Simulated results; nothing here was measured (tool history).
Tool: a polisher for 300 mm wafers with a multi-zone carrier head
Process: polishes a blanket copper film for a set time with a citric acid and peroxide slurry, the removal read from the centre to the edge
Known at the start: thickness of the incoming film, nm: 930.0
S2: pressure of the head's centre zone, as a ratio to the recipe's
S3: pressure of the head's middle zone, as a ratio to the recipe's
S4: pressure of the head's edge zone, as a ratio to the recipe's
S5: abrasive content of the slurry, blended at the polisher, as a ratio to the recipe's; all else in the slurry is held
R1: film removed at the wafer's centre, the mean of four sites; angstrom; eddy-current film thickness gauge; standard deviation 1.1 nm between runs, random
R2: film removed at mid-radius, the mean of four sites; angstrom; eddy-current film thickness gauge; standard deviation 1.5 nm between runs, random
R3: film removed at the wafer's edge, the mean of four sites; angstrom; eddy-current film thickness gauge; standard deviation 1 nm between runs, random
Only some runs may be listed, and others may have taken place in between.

Run 1, day 0.000: flow of slurry (ml/min) 145, S2 1.00, S3 1.00, S4 1.00, S5 1.00, polishing time (s) 76. Result: R1 919.04 angstrom, R2 1022.7 angstrom, R3 1070.5 angstrom.
Run 2, day 0.188: flow of slurry (ml/min) 170, S2 1.07, S3 0.98, S4 0.98, S5 1.15, polishing time (s) 78. Result: R1 1061.00 angstrom, R2 1079.6 angstrom, R3 1122.0 angstrom.
Run 3, day 0.496: flow of slurry (ml/min) 185, S2 1.11, S3 0.96, S4 0.96, S5 1.25, polishing time (s) 81. Result: R1 1171.30 angstrom, R2 1131.3 angstrom, R3 1190.4 angstrom.
Run 4, day 0.692: flow of slurry (ml/min) 195, S2 1.14, S3 0.94, S4 0.92, S5 1.30, polishing time (s) 84. Result: R1 1264.90 angstrom, R2 1174.9 angstrom, R3 1231.4 angstrom.
Run 5, day 0.908: flow of slurry (ml/min) 205, S2 1.16, S3 0.92, S4 0.88, S5 1.35, polishing time (s) 86. Result: R1 1343.10 angstrom, R2 1192.9 angstrom, R3 1239.9 angstrom.
Run 6, day 1.288: flow of slurry (ml/min) 210, S2 1.17, S3 0.91, S4 0.88, S5 1.40, polishing time (s) 87. Result: R1 1398.60 angstrom, R2 1219.8 angstrom, R3 1276.5 angstrom.

Run 7, settings as shown, results not yet in. Your forecast:
Run 7, day 1.383: flow of slurry (ml/min) 215, S2 1.18, S3 0.91, S4 0.88, S5 1.45, polishing time (s) 87. Result: R1 ?, R2 ?, R3 ?.

Run 7 came out at R1 1429.10 angstrom, R2 1233.7 angstrom, R3 1289.5 angstrom.
